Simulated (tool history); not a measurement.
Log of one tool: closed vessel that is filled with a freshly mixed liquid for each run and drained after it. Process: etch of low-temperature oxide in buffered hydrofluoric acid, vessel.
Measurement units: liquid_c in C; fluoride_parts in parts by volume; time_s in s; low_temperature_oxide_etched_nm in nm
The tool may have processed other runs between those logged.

run,hour,liquid_c,fluoride_parts,time_s,low_temperature_oxide_etched_nm
1,0.0,23.0,23.5,100,153.10
2,1.4,24.5,23.5,100,170.23
3,10.0,24.5,23.5,110,184.92
4,16.8,25.0,23.5,110,191.15
5,23.3,25.0,23.5,100,174.00
6,30.8,25.5,23.5,100,178.11
7,33.3,26.0,23.5,100,182.63

Run 8 has not been measured yet. What should we expect?
8,41.7,26.5,23.5,100,?

{"run 8": {"low_temperature_oxide_etched_nm": 186.88}}
